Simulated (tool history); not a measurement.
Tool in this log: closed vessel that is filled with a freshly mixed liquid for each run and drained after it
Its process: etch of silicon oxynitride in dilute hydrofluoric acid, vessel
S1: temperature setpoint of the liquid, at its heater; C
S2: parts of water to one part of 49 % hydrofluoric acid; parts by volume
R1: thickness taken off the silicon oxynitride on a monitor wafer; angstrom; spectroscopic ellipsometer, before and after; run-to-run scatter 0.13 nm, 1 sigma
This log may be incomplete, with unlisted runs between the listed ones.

Run 1, day 0.000: S1 25.0 C, S2 195 parts by volume, time in the liquid (s) 655. Result: R1 103.190 angstrom.
Run 2, day 0.246: S1 23.0 C, S2 195 parts by volume, time in the liquid (s) 655. Result: R1 94.111 angstrom.
Run 3, day 0.408: S1 25.5 C, S2 175 parts by volume, time in the liquid (s) 655. Result: R1 118.640 angstrom.
Run 4, day 0.608: S1 27.5 C, S2 175 parts by volume, time in the liquid (s) 655. Result: R1 131.730 angstrom.
Run 5, day 0.671: S1 24.0 C, S2 175 parts by volume, time in the liquid (s) 655. Result: R1 111.900 angstrom.
Run 6, day 0.988: S1 24.0 C, S2 175 parts by volume, time in the liquid (s) 655. Result: R1 111.700 angstrom.
Run 7, day 1.162: S1 26.0 C, S2 160 parts by volume, time in the liquid (s) 655. Result: R1 135.080 angstrom.
Run 8, day 1.533: S1 27.5 C, S2 150 parts by volume, time in the liquid (s) 655. Result: R1 155.250 angstrom.
Run 9, day 1.788: S1 29.0 C, S2 140 parts by volume, time in the liquid (s) 655. Result: R1 179.530 angstrom.
Run 10, day 2.104: S1 30.0 C, S2 135 parts by volume, time in the liquid (s) 655. Result: R1 192.740 angstrom.
Run 11, day 2.292: S1 30.5 C, S2 130 parts by volume, time in the liquid (s) 655. Result: R1 209.060 angstrom.

What does the tool deliver on the next run?
Run 12, day 2.558: S1 31.0 C, S2 130 parts by volume, time in the liquid (s) 655. Result: R1 ?.

Run 12 came out at R1 215.550 angstrom.

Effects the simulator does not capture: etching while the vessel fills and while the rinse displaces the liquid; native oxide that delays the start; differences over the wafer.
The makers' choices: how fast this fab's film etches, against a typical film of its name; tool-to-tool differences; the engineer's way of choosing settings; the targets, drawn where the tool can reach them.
